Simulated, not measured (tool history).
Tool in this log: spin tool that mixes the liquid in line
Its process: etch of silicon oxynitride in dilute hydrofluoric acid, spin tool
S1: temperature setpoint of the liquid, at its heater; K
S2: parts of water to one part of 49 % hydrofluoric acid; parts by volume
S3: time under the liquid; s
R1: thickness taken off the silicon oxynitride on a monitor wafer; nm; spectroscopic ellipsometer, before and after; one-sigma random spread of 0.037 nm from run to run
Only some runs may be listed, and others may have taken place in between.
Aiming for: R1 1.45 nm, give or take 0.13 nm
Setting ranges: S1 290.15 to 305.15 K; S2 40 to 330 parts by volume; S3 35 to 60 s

run	hour	S1	S2	S3	R1
1	0	297.15	185	60	0.48604
2	8.9	294.15	185	60	0.45836
3	12.8	296.15	155	60	0.56817
4	18.6	298.15	130	60	0.76899
5	22	299.15	115	60	0.92289
6	25	299.15	115	35	0.53553
7	27.7	300.65	100	40	0.78341
8	30.7	300.65	100	40	0.76487
9	36.7	301.15	85	45	1.0016
10	42.7	301.65	80	45	1.1839
11	51.8	302.15	80	45	1.2195
12	56.1	304.15	60	45	1.879
13	57.2	303.65	60	45	1.7509
14	58.4	301.15	70	45	1.3118

Which single option among these 5 for the next run brings every result within its allowed miss of target? Just one does.
A	59.6	301.15	65	60	?
B	59.6	297.15	60	50	?
C	59.6	301.65	60	50	?
D	59.6	298.65	55	50	?
E	59.6	301.65	65	55	?

move	R1
A	1.8335
B	1.3744
C	1.7028
D	1.6189
E	1.7204
A: takes the result that was furthest off past its target
B: in spec on every target
C: takes the result that was furthest off past its target
D: takes the result that was furthest off past its target
E: takes the result that was furthest off past its target
The move that meets every target is B.
